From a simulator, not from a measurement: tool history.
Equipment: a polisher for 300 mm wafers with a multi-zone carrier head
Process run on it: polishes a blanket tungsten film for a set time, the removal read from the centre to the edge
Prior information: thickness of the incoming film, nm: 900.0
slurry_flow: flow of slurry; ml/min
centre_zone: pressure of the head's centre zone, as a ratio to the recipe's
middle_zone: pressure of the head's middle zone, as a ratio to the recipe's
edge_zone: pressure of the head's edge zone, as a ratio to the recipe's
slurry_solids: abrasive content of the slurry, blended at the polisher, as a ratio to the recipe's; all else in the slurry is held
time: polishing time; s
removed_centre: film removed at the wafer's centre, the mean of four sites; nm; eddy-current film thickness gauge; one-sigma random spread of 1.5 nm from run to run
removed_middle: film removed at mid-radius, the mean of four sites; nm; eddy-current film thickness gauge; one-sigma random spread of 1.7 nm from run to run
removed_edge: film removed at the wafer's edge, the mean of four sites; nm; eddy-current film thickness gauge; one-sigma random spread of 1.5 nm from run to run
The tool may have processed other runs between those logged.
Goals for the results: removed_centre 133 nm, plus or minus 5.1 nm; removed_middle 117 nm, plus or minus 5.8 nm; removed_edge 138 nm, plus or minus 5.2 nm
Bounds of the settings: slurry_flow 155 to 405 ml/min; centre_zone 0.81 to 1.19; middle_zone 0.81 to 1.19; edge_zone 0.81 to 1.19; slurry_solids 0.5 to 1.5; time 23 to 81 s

{"run": 1, "hour": 0.0, "slurry_flow": 260, "centre_zone": 1, "middle_zone": 1, "edge_zone": 1, "slurry_solids": 1, "time": 52, "removed_centre": 201.96, "removed_middle": 204.76, "removed_edge": 207.26}
{"run": 2, "hour": 1.8, "slurry_flow": 260, "centre_zone": 1, "middle_zone": 1, "edge_zone": 1.07, "slurry_solids": 1, "time": 52, "removed_centre": 202.66, "removed_middle": 210.32, "removed_edge": 213.03}
{"run": 3, "hour": 10.0, "slurry_flow": 255, "centre_zone": 1, "middle_zone": 0.97, "edge_zone": 1.05, "slurry_solids": 0.9, "time": 49, "removed_centre": 188.17, "removed_middle": 180.97, "removed_edge": 196.14}
{"run": 4, "hour": 13.8, "slurry_flow": 255, "centre_zone": 1, "middle_zone": 0.93, "edge_zone": 1.05, "slurry_solids": 0.9, "time": 49, "removed_centre": 186.94, "removed_middle": 179.43, "removed_edge": 197.7}
{"run": 5, "hour": 22.4, "slurry_flow": 255, "centre_zone": 1.08, "middle_zone": 0.93, "edge_zone": 1.05, "slurry_solids": 0.9, "time": 49, "removed_centre": 199.06, "removed_middle": 180.36, "removed_edge": 197.6}
{"run": 6, "hour": 26.2, "slurry_flow": 255, "centre_zone": 1.06, "middle_zone": 0.93, "edge_zone": 1.03, "slurry_solids": 0.8, "time": 47, "removed_centre": 180.64, "removed_middle": 169.19, "removed_edge": 182.13}
{"run": 7, "hour": 27.8, "slurry_flow": 250, "centre_zone": 1.06, "middle_zone": 0.91, "edge_zone": 1.02, "slurry_solids": 0.75, "time": 45, "removed_centre": 172.88, "removed_middle": 151.77, "removed_edge": 172.06}
{"run": 8, "hour": 28.9, "slurry_flow": 250, "centre_zone": 1.04, "middle_zone": 0.91, "edge_zone": 1, "slurry_solids": 0.7, "time": 44, "removed_centre": 163.04, "removed_middle": 147.57, "removed_edge": 167.12}
{"run": 9, "hour": 29.9, "slurry_flow": 250, "centre_zone": 1.04, "middle_zone": 0.91, "edge_zone": 1, "slurry_solids": 0.7, "time": 44, "removed_centre": 165.51, "removed_middle": 148.15, "removed_edge": 165.63}
{"run": 10, "hour": 30.9, "slurry_flow": 245, "centre_zone": 1.02, "middle_zone": 0.9, "edge_zone": 0.99, "slurry_solids": 0.65, "time": 43, "removed_centre": 153.29, "removed_middle": 140.44, "removed_edge": 157.66}
{"run": 11, "hour": 36.0, "slurry_flow": 240, "centre_zone": 1.01, "middle_zone": 0.88, "edge_zone": 0.97, "slurry_solids": 0.6, "time": 43, "removed_centre": 150.34, "removed_middle": 133.84, "removed_edge": 152.81}
{"run": 12, "hour": 44.2, "slurry_flow": 235, "centre_zone": 0.99, "middle_zone": 0.87, "edge_zone": 0.96, "slurry_solids": 0.6, "time": 43, "removed_centre": 148.26, "removed_middle": 134.48, "removed_edge": 148.79}
{"run": 13, "hour": 44.9, "slurry_flow": 235, "centre_zone": 0.99, "middle_zone": 0.86, "edge_zone": 0.97, "slurry_solids": 0.6, "time": 42, "removed_centre": 143.19, "removed_middle": 127.21, "removed_edge": 145.84}
{"run": 14, "hour": 45.6, "slurry_flow": 230, "centre_zone": 0.98, "middle_zone": 0.85, "edge_zone": 0.97, "slurry_solids": 0.6, "time": 42, "removed_centre": 144.34, "removed_middle": 127.55, "removed_edge": 147.71}
{"run": 15, "hour": 54.5, "slurry_flow": 230, "centre_zone": 0.97, "middle_zone": 0.84, "edge_zone": 0.96, "slurry_solids": 0.6, "time": 42, "removed_centre": 142.63, "removed_middle": 125.35, "removed_edge": 145.26}
{"run": 16, "hour": 57.4, "slurry_flow": 225, "centre_zone": 0.96, "middle_zone": 0.83, "edge_zone": 0.96, "slurry_solids": 0.6, "time": 42, "removed_centre": 140.1, "removed_middle": 124.82, "removed_edge": 147.68}
{"run": 17, "hour": 65.7, "slurry_flow": 220, "centre_zone": 0.96, "middle_zone": 0.81, "edge_zone": 0.92, "slurry_solids": 0.5, "time": 40, "removed_centre": 127.39, "removed_middle": 113.47, "removed_edge": 128.69}
{"run": 18, "hour": 74.5, "slurry_flow": 225, "centre_zone": 0.96, "middle_zone": 0.81, "edge_zone": 0.93, "slurry_solids": 0.5, "time": 40, "removed_centre": 127.18, "removed_middle": 111.66, "removed_edge": 134.47}
{"run": 19, "hour": 81.8, "slurry_flow": 225, "centre_zone": 0.97, "middle_zone": 0.82, "edge_zone": 0.93, "slurry_solids": 0.5, "time": 40, "removed_centre": 129.41, "removed_middle": 112.6, "removed_edge": 131.8}

Which single option among these 4 for the next run brings every result within its allowed miss of target? Just one does.
{"run": "A", "hour": 89.1, "slurry_flow": 225, "centre_zone": 0.96, "middle_zone": 0.81, "edge_zone": 0.81, "slurry_solids": 0.5, "time": 39, "removed_centre": "?", "removed_middle": "?", "removed_edge": "?"}
{"run": "B", "hour": 89.1, "slurry_flow": 205, "centre_zone": 0.97, "middle_zone": 0.83, "edge_zone": 0.92, "slurry_solids": 0.5, "time": 42, "removed_centre": "?", "removed_middle": "?", "removed_edge": "?"}
{"run": "C", "hour": 89.1, "slurry_flow": 175, "centre_zone": 1, "middle_zone": 0.81, "edge_zone": 0.84, "slurry_solids": 0.5, "time": 40, "removed_centre": "?", "removed_middle": "?", "removed_edge": "?"}
{"run": "D", "hour": 89.1, "slurry_flow": 295, "centre_zone": 0.9, "middle_zone": 0.81, "edge_zone": 1.01, "slurry_solids": 0.55, "time": 39, "removed_centre": "?", "removed_middle": "?", "removed_edge": "?"}

move=A removed_centre=125.47 removed_middle=107.87 removed_edge=120.53
move=B removed_centre=134.27 removed_middle=116.8 removed_edge=135.95
move=C removed_centre=127.38 removed_middle=105.97 removed_edge=121.7
move=D removed_centre=125.19 removed_middle=113.8 removed_edge=139.59
A: its largest miss is bigger than the last run's
B: all results land within tolerance of their targets
C: its largest miss is bigger than the last run's
D: corrects the largest miss of the last run, while another result sits out of spec
Go with B: it meets all targets.

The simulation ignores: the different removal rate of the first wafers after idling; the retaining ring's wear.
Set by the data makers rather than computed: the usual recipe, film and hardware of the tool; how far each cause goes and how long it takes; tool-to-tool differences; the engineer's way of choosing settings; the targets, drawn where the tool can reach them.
